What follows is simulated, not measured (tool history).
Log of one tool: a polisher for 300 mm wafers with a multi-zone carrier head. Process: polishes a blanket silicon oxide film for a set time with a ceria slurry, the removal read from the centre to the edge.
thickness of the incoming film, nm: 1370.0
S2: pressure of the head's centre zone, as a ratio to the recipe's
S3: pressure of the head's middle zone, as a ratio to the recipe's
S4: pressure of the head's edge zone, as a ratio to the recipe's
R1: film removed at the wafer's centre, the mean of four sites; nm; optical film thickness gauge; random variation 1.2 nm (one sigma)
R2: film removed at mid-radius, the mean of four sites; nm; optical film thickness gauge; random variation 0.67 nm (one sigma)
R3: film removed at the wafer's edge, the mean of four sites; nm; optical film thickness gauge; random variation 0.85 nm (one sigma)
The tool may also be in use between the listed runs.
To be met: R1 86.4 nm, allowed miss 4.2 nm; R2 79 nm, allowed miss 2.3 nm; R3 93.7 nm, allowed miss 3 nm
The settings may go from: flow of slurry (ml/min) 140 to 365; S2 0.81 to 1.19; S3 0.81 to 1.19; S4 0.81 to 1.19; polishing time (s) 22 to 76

Run 1, hour 0: flow of slurry (ml/min) 235, S2 1, S3 1, S4 1, polishing time (s) 49. Result: R1 123.47 nm, R2 122.13 nm, R3 121.69 nm.
Run 2, hour 5.1: flow of slurry (ml/min) 225, S2 0.98, S3 0.95, S4 1, polishing time (s) 46. Result: R1 112.2 nm, R2 107.83 nm, R3 114.37 nm.
Run 3, hour 7.8: flow of slurry (ml/min) 225, S2 0.98, S3 0.91, S4 1, polishing time (s) 46. Result: R1 113.46 nm, R2 105.1 nm, R3 116.52 nm.
Run 4, hour 13.8: flow of slurry (ml/min) 215, S2 0.96, S3 0.89, S4 0.98, polishing time (s) 44. Result: R1 107.77 nm, R2 99.347 nm, R3 107.27 nm.
Run 5, hour 19.2: flow of slurry (ml/min) 170, S2 0.96, S3 0.89, S4 0.98, polishing time (s) 44. Result: R1 102.55 nm, R2 99.05 nm, R3 104.62 nm.
Run 6, hour 25.1: flow of slurry (ml/min) 170, S2 0.96, S3 0.89, S4 1.04, polishing time (s) 44. Result: R1 105.99 nm, R2 96.539 nm, R3 106.82 nm.
Run 7, hour 31.5: flow of slurry (ml/min) 170, S2 0.93, S3 0.87, S4 1.05, polishing time (s) 42. Result: R1 96.179 nm, R2 91.384 nm, R3 103.55 nm.
Run 8, hour 39.6: flow of slurry (ml/min) 170, S2 0.93, S3 0.86, S4 1.05, polishing time (s) 41. Result: R1 91.265 nm, R2 87.168 nm, R3 101.57 nm.
Run 9, hour 43.6: flow of slurry (ml/min) 165, S2 0.93, S3 0.85, S4 1.05, polishing time (s) 40. Result: R1 92.111 nm, R2 85.188 nm, R3 100.24 nm.
Run 10, hour 51.6: flow of slurry (ml/min) 160, S2 0.93, S3 0.84, S4 1.04, polishing time (s) 39. Result: R1 89.845 nm, R2 81.639 nm, R3 97.23 nm.
Run 11, hour 54.8: flow of slurry (ml/min) 155, S2 0.93, S3 0.84, S4 1.03, polishing time (s) 39. Result: R1 89.277 nm, R2 81.772 nm, R3 95.602 nm.

Which of these 5 next moves meets every target?
Run A, hour 58: flow of slurry (ml/min) 165, S2 0.87, S3 0.94, S4 0.95, polishing time (s) 36. Result: R1 ?, R2 ?, R3 ?.
Run B, hour 58: flow of slurry (ml/min) 235, S2 0.94, S3 0.86, S4 1.09, polishing time (s) 36. Result: R1 ?, R2 ?, R3 ?.
Run C, hour 58: flow of slurry (ml/min) 140, S2 0.88, S3 0.97, S4 0.96, polishing time (s) 36. Result: R1 ?, R2 ?, R3 ?.
Run D, hour 58: flow of slurry (ml/min) 185, S2 0.89, S3 0.84, S4 0.95, polishing time (s) 40. Result: R1 ?, R2 ?, R3 ?.
Run E, hour 58: flow of slurry (ml/min) 140, S2 0.97, S3 0.82, S4 0.99, polishing time (s) 36. Result: R1 ?, R2 ?, R3 ?.

move      R1      R2      R3
   A  79.424  82.167  85.421
   B  88.431   78.35  92.941
   C  79.236  83.299  84.994
   D  91.121  83.901  95.659
   E  87.318   72.44  86.353
A: further off than the last run
B: meets every target
C: further off than the last run
D: further off than the last run
E: takes the result that was furthest off past its target
Move B is the one to make.
